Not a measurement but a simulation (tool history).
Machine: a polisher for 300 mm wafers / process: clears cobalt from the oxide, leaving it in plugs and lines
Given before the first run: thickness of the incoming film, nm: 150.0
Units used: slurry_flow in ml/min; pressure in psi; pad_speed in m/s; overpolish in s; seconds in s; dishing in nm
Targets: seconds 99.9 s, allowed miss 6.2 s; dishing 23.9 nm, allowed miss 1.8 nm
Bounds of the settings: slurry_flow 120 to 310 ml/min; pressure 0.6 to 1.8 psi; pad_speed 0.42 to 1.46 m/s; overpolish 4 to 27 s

run 1 hour=0 | slurry_flow=200 pressure=1.2 pad_speed=0.94 overpolish=14 | seconds=51.69 dishing=28.884
run 2 hour=7 | slurry_flow=200 pressure=1.1 pad_speed=0.92 overpolish=15 | seconds=54.734 dishing=28.455
run 3 hour=11.4 | slurry_flow=200 pressure=1 pad_speed=0.88 overpolish=16 | seconds=60.827 dishing=26.687
run 4 hour=17.4 | slurry_flow=200 pressure=1 pad_speed=0.68 overpolish=16 | seconds=76.87 dishing=22.675
run 5 hour=18.7 | slurry_flow=150 pressure=1 pad_speed=0.68 overpolish=16 | seconds=82.539 dishing=21.997
run 6 hour=24.3 | slurry_flow=185 pressure=1 pad_speed=0.68 overpolish=16 | seconds=80.976 dishing=22.178
run 7 hour=27.8 | slurry_flow=185 pressure=1 pad_speed=0.68 overpolish=17 | seconds=78.551 dishing=23.689
run 8 hour=31.7 | slurry_flow=180 pressure=1 pad_speed=0.68 overpolish=18 | seconds=77.03 dishing=24.857
run 9 hour=35 | slurry_flow=180 pressure=1 pad_speed=0.68 overpolish=19 | seconds=77.822 dishing=26.207

Pick the move, out of 5, that brings all results within their allowed miss; only one does.
run A hour=38.3 | slurry_flow=180 pressure=1.1 pad_speed=0.78 overpolish=20 | seconds=? dishing=?
run B hour=38.3 | slurry_flow=195 pressure=1.1 pad_speed=0.96 overpolish=11 | seconds=? dishing=?
run C hour=38.3 | slurry_flow=170 pressure=1 pad_speed=0.52 overpolish=22 | seconds=? dishing=?
run D hour=38.3 | slurry_flow=210 pressure=1 pad_speed=0.56 overpolish=25 | seconds=? dishing=?
run E hour=38.3 | slurry_flow=205 pressure=1.1 pad_speed=0.54 overpolish=23 | seconds=? dishing=?

move=A seconds=64.92 dishing=30.523
move=B seconds=53.332 dishing=22.887
move=C seconds=100.02 dishing=24.175
move=D seconds=91.019 dishing=28.377
move=E seconds=87.13 dishing=27.577
A: lands further from the targets than the last run did
B: lands further from the targets than the last run did
C: meets every target
D: better than the last run, though not everything is in spec
E: better than the last run, though not everything is in spec
So the answer is move C, the one that meets all the targets.
